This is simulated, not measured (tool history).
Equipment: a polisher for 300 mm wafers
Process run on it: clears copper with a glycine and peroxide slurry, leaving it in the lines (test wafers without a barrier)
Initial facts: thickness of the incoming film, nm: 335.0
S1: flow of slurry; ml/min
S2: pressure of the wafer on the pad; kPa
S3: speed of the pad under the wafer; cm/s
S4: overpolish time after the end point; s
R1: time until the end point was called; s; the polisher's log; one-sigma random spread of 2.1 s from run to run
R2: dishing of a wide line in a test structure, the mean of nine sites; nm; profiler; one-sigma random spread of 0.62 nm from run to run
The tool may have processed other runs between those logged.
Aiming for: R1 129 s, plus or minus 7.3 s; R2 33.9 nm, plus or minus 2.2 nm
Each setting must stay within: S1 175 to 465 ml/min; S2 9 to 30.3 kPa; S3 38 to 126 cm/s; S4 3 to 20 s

Run 1, day 0: S1 295 ml/min, S2 19.3 kPa, S3 82 cm/s, S4 10 s. Result: R1 64.603 s, R2 40.129 nm.
Run 2, day 0.021: S1 295 ml/min, S2 19.3 kPa, S3 82 cm/s, S4 13 s. Result: R1 66.823 s, R2 50.205 nm.
Run 3, day 0.325: S1 295 ml/min, S2 19.3 kPa, S3 82 cm/s, S4 15 s. Result: R1 65.634 s, R2 56.817 nm.
Run 4, day 0.629: S1 295 ml/min, S2 17.2 kPa, S3 82 cm/s, S4 15 s. Result: R1 71.349 s, R2 50.996 nm.
Run 5, day 0.767: S1 295 ml/min, S2 17.2 kPa, S3 98 cm/s, S4 15 s. Result: R1 63.936 s, R2 58.102 nm.
Run 6, day 0.879: S1 295 ml/min, S2 17.2 kPa, S3 114 cm/s, S4 15 s. Result: R1 56.605 s, R2 60.399 nm.
Run 7, day 1.008: S1 290 ml/min, S2 16.5 kPa, S3 106 cm/s, S4 15 s. Result: R1 60.967 s, R2 58.064 nm.
Run 8, day 1.288: S1 290 ml/min, S2 15.9 kPa, S3 98 cm/s, S4 15 s. Result: R1 66.604 s, R2 55.301 nm.
Run 9, day 1.558: S1 290 ml/min, S2 15.2 kPa, S3 92 cm/s, S4 15 s. Result: R1 74.856 s, R2 51.467 nm.
Run 10, day 1.842: S1 280 ml/min, S2 9.7 kPa, S3 70 cm/s, S4 15 s. Result: R1 115.89 s, R2 33.519 nm.

Exactly one of the 4 candidate moves below puts every result within its allowed miss. Which one?
Run A, day 2.125: S1 320 ml/min, S2 13.1 kPa, S3 62 cm/s, S4 11 s. Result: R1 ?, R2 ?.
Run B, day 2.125: S1 275 ml/min, S2 10.3 kPa, S3 72 cm/s, S4 14 s. Result: R1 ?, R2 ?.
Run C, day 2.125: S1 220 ml/min, S2 13.8 kPa, S3 38 cm/s, S4 16 s. Result: R1 ?, R2 ?.
Run D, day 2.125: S1 420 ml/min, S2 11 kPa, S3 72 cm/s, S4 15 s. Result: R1 ?, R2 ?.

move      R1      R2
   A  103.19  30.572
   B  113.35  34.756
   C  129.92  35.218
   D     105  39.551
A: misses by more than the last run did
B: misses by more than the last run did
C: hits every target within its allowed miss
D: misses by more than the last run did
Answer: C
